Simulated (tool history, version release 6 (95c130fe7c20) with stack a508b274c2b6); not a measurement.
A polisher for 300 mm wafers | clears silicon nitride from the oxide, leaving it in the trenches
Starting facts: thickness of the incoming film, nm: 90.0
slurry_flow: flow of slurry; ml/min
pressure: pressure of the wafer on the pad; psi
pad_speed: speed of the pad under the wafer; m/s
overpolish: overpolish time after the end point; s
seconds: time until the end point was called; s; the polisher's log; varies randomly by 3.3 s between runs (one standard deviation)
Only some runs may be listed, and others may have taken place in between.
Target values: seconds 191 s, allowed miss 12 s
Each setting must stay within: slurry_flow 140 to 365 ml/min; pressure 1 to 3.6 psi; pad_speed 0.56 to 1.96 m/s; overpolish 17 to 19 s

run    day  slurry_flow  pressure  pad_speed  overpolish  seconds
  1      0          235       2.3       1.26          17   123.13
  2  0.279          235       2.3       0.96          17   150.22
  3  0.512          235       2.7       0.96          17   126.73
  4  0.717          235       2.7       0.96          17   129.75
  5  0.821          235       2.7       0.96          17   128.43
  6  1.075          235       2.4       0.94          17   154.08
  7  1.104          235       2.3       0.94          17   159.85
  8  1.246          235       2.2       0.94          17   165.19
  9  1.438          235       2.1       0.94          17   173.91
 10  1.625          235         2       0.94          17   174.83

Below are 5 possible settings for the next run. Only one of them brings all results inside the allowed miss of their targets. Which is it?
  A  1.812          210       2.1       1.04          17        ?
  B  1.812          230       1.9        0.9          18        ?
  C  1.812          195       1.8        0.9          17        ?
  D  1.812          240       1.9        1.1          17        ?
  E  1.812          280       2.2        1.1          17        ?

move  seconds
   A   155.26
   B   192.32
   C    206.8
   D   160.09
   E   136.76
A: further off than the last run
B: every result lands within tolerance
C: moves the result that the last run missed by most past its target, out the other side
D: further off than the last run
E: further off than the last run
Correct choice: B, which meets every target
